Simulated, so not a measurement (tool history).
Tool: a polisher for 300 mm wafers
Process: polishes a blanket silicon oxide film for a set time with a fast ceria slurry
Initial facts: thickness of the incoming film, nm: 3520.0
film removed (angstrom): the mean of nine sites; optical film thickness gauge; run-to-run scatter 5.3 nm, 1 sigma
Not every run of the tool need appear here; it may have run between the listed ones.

run,hour,flow of slurry (ml/min),pressure of the wafer on the pad (kPa),speed of the pad under the wafer (cm/s),polishing time (s),film removed (angstrom)
1,0,230,16.5,112,42,5902.6
2,5,260,16.5,112,42,6056.8
3,8.9,260,15.2,112,42,5573.5
4,11.5,260,14.5,112,42,5395.1
5,14.7,260,11.7,112,42,4390.6
6,17.5,260,15.2,112,42,5578.4
7,23.5,255,14.5,112,42,5284.1
8,32,250,13.8,112,42,5089.6
9,33.6,250,13.1,112,42,4834.1
10,35.3,250,12.4,112,42,4640.4

The next listed run, before its measurement:
11,36.3,250,11.7,112,42,?

film removed (angstrom): 4298.6
